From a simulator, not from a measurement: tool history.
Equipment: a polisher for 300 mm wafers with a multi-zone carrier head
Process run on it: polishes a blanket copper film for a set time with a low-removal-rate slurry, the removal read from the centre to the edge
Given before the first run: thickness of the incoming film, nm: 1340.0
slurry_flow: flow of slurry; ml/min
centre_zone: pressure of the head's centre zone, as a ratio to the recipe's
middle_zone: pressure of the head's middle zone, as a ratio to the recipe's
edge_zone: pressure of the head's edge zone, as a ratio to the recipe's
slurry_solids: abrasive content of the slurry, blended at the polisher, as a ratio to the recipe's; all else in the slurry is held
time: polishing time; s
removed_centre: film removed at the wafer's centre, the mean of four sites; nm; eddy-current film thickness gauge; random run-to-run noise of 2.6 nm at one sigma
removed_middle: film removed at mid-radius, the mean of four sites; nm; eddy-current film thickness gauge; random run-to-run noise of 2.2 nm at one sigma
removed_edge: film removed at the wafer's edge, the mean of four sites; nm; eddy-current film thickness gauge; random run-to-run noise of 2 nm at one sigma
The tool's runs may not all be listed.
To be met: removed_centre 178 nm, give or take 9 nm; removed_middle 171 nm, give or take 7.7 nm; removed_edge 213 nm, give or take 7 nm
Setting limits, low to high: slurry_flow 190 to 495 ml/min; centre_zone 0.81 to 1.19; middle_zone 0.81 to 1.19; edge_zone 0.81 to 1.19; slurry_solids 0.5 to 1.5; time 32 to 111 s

run	hour	slurry_flow	centre_zone	middle_zone	edge_zone	slurry_solids	time	removed_centre	removed_middle	removed_edge
1	0	320	1	1	1	1	71	154.89	146.42	154.2
2	2.8	320	1	1	1	1	61	133.17	126.49	131.17
3	10	320	0.98	0.99	1.02	1.05	65	140.27	138.23	143.3
4	15	390	0.98	0.99	1.02	1.05	65	140.66	138.79	146.5
5	18.2	390	0.98	0.99	0.97	1.05	65	143.83	138.91	143.9
6	25.8	390	0.98	0.99	0.92	1.05	65	142.09	134.94	137.33
7	34.6	395	0.98	0.97	0.96	1.1	67	149.78	141.97	146.29
8	39.9	405	0.97	0.94	1	1.1	70	151.41	141.92	156.67
9	48.7	410	0.94	0.93	1.1	1.35	83	185.53	175.87	205.25
10	56.2	410	0.93	0.92	1.11	1.35	83	185.51	174.51	206.03
11	62.5	410	0.92	0.92	1.12	1.35	83	178.88	174.73	210.55

Consider the 5 candidate settings below. Which is the only one whose results all fall within their allowed miss of target?
A	68.8	425	0.81	0.94	1.06	1.3	88	?	?	?
B	68.8	415	0.88	0.81	1.19	1.3	89	?	?	?
C	68.8	435	0.83	0.98	1.07	1.35	85	?	?	?
D	68.8	395	0.93	0.89	1.15	1.4	79	?	?	?
E	68.8	340	0.91	0.9	1.18	1.2	86	?	?	?

move	removed_centre	removed_middle	removed_edge
A	173.21	191.21	212.44
B	190.02	170.71	228.1
C	173.26	193.15	208.04
D	180.98	166.06	201.69
E	184.3	174.63	213.35
A: lands further from the targets than the last run did
B: brings the result that was furthest off to its target, and leaves another outside
C: lands further from the targets than the last run did
D: brings the result that was furthest off to its target, and leaves another outside
E: every result within its allowed miss
Answer: E

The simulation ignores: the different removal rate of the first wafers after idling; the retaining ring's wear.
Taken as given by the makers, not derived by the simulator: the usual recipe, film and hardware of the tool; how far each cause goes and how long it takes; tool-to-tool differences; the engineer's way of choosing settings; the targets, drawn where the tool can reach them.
